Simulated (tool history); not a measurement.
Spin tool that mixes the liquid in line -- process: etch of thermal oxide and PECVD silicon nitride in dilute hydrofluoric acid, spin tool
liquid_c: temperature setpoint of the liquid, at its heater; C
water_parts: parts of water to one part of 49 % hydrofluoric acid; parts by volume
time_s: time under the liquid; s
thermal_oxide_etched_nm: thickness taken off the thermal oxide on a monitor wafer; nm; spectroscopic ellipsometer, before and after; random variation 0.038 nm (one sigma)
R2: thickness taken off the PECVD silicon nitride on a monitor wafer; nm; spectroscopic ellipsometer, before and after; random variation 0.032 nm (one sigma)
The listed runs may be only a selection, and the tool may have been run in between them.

Run 1, hour 0.0: liquid_c 26.0 C, water_parts 185 parts by volume, time_s 180 s. Result: thermal_oxide_etched_nm 4.5266 nm, R2 5.5902 nm.
Run 2, hour 5.8: liquid_c 26.5 C, water_parts 195 parts by volume, time_s 185 s. Result: thermal_oxide_etched_nm 4.5430 nm, R2 5.6435 nm.
Run 3, hour 6.8: liquid_c 24.5 C, water_parts 195 parts by volume, time_s 185 s. Result: thermal_oxide_etched_nm 4.1333 nm, R2 4.9756 nm.
Run 4, hour 12.5: liquid_c 24.5 C, water_parts 195 parts by volume, time_s 110 s. Result: thermal_oxide_etched_nm 2.4775 nm, R2 2.9630 nm.
Run 5, hour 16.6: liquid_c 26.5 C, water_parts 195 parts by volume, time_s 110 s. Result: thermal_oxide_etched_nm 2.6879 nm, R2 3.3656 nm.
Run 6, hour 18.1: liquid_c 27.5 C, water_parts 195 parts by volume, time_s 110 s. Result: thermal_oxide_etched_nm 2.8009 nm, R2 3.5649 nm.
Run 7, hour 24.1: liquid_c 28.5 C, water_parts 195 parts by volume, time_s 110 s. Result: thermal_oxide_etched_nm 2.8530 nm, R2 3.7841 nm.
Run 8, hour 27.0: liquid_c 29.0 C, water_parts 190 parts by volume, time_s 110 s. Result: thermal_oxide_etched_nm 2.9552 nm, R2 4.0258 nm.
Run 9, hour 28.1: liquid_c 29.5 C, water_parts 185 parts by volume, time_s 110 s. Result: thermal_oxide_etched_nm 3.1436 nm, R2 4.2640 nm.

Run 10 comes next. What will it give?
Run 10, hour 30.9: liquid_c 30.0 C, water_parts 180 parts by volume, time_s 110 s. Result: thermal_oxide_etched_nm ?, R2 ?.

{"run 10": {"thermal_oxide_etched_nm": 3.3409, "R2": 4.5102}}

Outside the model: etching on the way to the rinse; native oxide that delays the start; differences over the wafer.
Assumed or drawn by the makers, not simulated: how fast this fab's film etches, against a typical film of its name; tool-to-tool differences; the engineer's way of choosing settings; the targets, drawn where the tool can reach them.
